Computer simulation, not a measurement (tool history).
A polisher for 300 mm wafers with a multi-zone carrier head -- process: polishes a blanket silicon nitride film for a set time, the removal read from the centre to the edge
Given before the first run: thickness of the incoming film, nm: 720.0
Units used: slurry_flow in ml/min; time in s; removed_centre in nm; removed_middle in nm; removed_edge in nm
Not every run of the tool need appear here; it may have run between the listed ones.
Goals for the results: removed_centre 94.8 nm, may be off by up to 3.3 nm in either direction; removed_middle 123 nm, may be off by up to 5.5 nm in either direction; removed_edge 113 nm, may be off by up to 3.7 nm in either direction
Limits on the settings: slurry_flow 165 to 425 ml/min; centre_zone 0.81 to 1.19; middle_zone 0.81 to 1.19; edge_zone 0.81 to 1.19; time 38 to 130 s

{"run": 1, "hour": 0.0, "slurry_flow": 275, "centre_zone": 1, "middle_zone": 1, "edge_zone": 1, "time": 84, "removed_centre": 100.69, "removed_middle": 104.12, "removed_edge": 100.34}
{"run": 2, "hour": 8.9, "slurry_flow": 275, "centre_zone": 1, "middle_zone": 1.08, "edge_zone": 1, "time": 84, "removed_centre": 101.57, "removed_middle": 108.49, "removed_edge": 99.452}
{"run": 3, "hour": 16.6, "slurry_flow": 275, "centre_zone": 0.97, "middle_zone": 1.1, "edge_zone": 1.02, "time": 85, "removed_centre": 99.494, "removed_middle": 109.71, "removed_edge": 100.75}
{"run": 4, "hour": 22.4, "slurry_flow": 275, "centre_zone": 0.97, "middle_zone": 1.1, "edge_zone": 1.02, "time": 67, "removed_centre": 78.039, "removed_middle": 87.275, "removed_edge": 80.697}
{"run": 5, "hour": 30.5, "slurry_flow": 325, "centre_zone": 0.97, "middle_zone": 1.1, "edge_zone": 1.02, "time": 67, "removed_centre": 79.458, "removed_middle": 90.302, "removed_edge": 79.926}
{"run": 6, "hour": 31.8, "slurry_flow": 325, "centre_zone": 0.97, "middle_zone": 1.1, "edge_zone": 1.02, "time": 60, "removed_centre": 70.31, "removed_middle": 78.836, "removed_edge": 71.675}
{"run": 7, "hour": 36.9, "slurry_flow": 320, "centre_zone": 0.95, "middle_zone": 1.11, "edge_zone": 1.04, "time": 66, "removed_centre": 76.24, "removed_middle": 86.991, "removed_edge": 80.861}
{"run": 8, "hour": 41.5, "slurry_flow": 325, "centre_zone": 0.93, "middle_zone": 1.12, "edge_zone": 1.04, "time": 70, "removed_centre": 78.854, "removed_middle": 93.982, "removed_edge": 85.705}
{"run": 9, "hour": 49.6, "slurry_flow": 325, "centre_zone": 0.92, "middle_zone": 1.13, "edge_zone": 1.05, "time": 73, "removed_centre": 82.696, "removed_middle": 98.079, "removed_edge": 88.656}
{"run": 10, "hour": 58.2, "slurry_flow": 325, "centre_zone": 0.9, "middle_zone": 1.14, "edge_zone": 1.06, "time": 76, "removed_centre": 83.678, "removed_middle": 104.87, "removed_edge": 91.694}
{"run": 11, "hour": 65.2, "slurry_flow": 325, "centre_zone": 0.9, "middle_zone": 1.14, "edge_zone": 1.06, "time": 76, "removed_centre": 84.104, "removed_middle": 102.93, "removed_edge": 93.056}
{"run": 12, "hour": 66.5, "slurry_flow": 325, "centre_zone": 0.89, "middle_zone": 1.15, "edge_zone": 1.07, "time": 78, "removed_centre": 84.936, "removed_middle": 109.12, "removed_edge": 97.168}
{"run": 13, "hour": 68.0, "slurry_flow": 325, "centre_zone": 0.89, "middle_zone": 1.15, "edge_zone": 1.09, "time": 79, "removed_centre": 86.426, "removed_middle": 110.75, "removed_edge": 97.906}
{"run": 14, "hour": 69.1, "slurry_flow": 320, "centre_zone": 0.89, "middle_zone": 1.14, "edge_zone": 1.1, "time": 81, "removed_centre": 87.746, "removed_middle": 110.36, "removed_edge": 102.69}
{"run": 15, "hour": 69.8, "slurry_flow": 320, "centre_zone": 0.89, "middle_zone": 1.15, "edge_zone": 1.11, "time": 82, "removed_centre": 88.731, "removed_middle": 114.2, "removed_edge": 103.47}
{"run": 16, "hour": 72.1, "slurry_flow": 320, "centre_zone": 0.89, "middle_zone": 1.15, "edge_zone": 1.12, "time": 83, "removed_centre": 87.941, "removed_middle": 113.82, "removed_edge": 105.3}
{"run": 17, "hour": 80.2, "slurry_flow": 320, "centre_zone": 0.89, "middle_zone": 1.15, "edge_zone": 1.12, "time": 84, "removed_centre": 91.491, "removed_middle": 113.96, "removed_edge": 106.6}
{"run": 18, "hour": 82.7, "slurry_flow": 320, "centre_zone": 0.89, "middle_zone": 1.16, "edge_zone": 1.12, "time": 85, "removed_centre": 92.066, "removed_middle": 116.78, "removed_edge": 106.34}
{"run": 19, "hour": 84.6, "slurry_flow": 320, "centre_zone": 0.89, "middle_zone": 1.16, "edge_zone": 1.12, "time": 86, "removed_centre": 91.125, "removed_middle": 120.19, "removed_edge": 108.34}

Exercise: of the 5 proposed moves below, exactly one satisfies all targets within the stated allowed misses. Which move is it?
{"run": "A", "hour": 86.5, "slurry_flow": 235, "centre_zone": 0.81, "middle_zone": 0.97, "edge_zone": 1.19, "time": 97, "removed_centre": "?", "removed_middle": "?", "removed_edge": "?"}
{"run": "B", "hour": 86.5, "slurry_flow": 370, "centre_zone": 0.85, "middle_zone": 1.14, "edge_zone": 1.18, "time": 83, "removed_centre": "?", "removed_middle": "?", "removed_edge": "?"}
{"run": "C", "hour": 86.5, "slurry_flow": 315, "centre_zone": 0.87, "middle_zone": 1.16, "edge_zone": 1.12, "time": 84, "removed_centre": "?", "removed_middle": "?", "removed_edge": "?"}
{"run": "D", "hour": 86.5, "slurry_flow": 350, "centre_zone": 0.85, "middle_zone": 1.12, "edge_zone": 1.09, "time": 91, "removed_centre": "?", "removed_middle": "?", "removed_edge": "?"}
{"run": "E", "hour": 86.5, "slurry_flow": 270, "centre_zone": 0.92, "middle_zone": 1.19, "edge_zone": 1.11, "time": 82, "removed_centre": "?", "removed_middle": "?", "removed_edge": "?"}

move=A removed_centre=93.06 removed_middle=114.55 removed_edge=124.3
move=B removed_centre=86.956 removed_middle=113.6 removed_edge=108.5
move=C removed_centre=88.978 removed_middle=115.1 removed_edge=105.94
move=D removed_centre=94.926 removed_middle=122.53 removed_edge=113.91
move=E removed_centre=90.713 removed_middle=113.08 removed_edge=102
A: moves the result that the last run missed by most past its target, out the other side
B: the biggest miss grows against the last run
C: the biggest miss grows against the last run
D: each result inside its tolerance
E: the biggest miss grows against the last run
The move that meets every target is D.
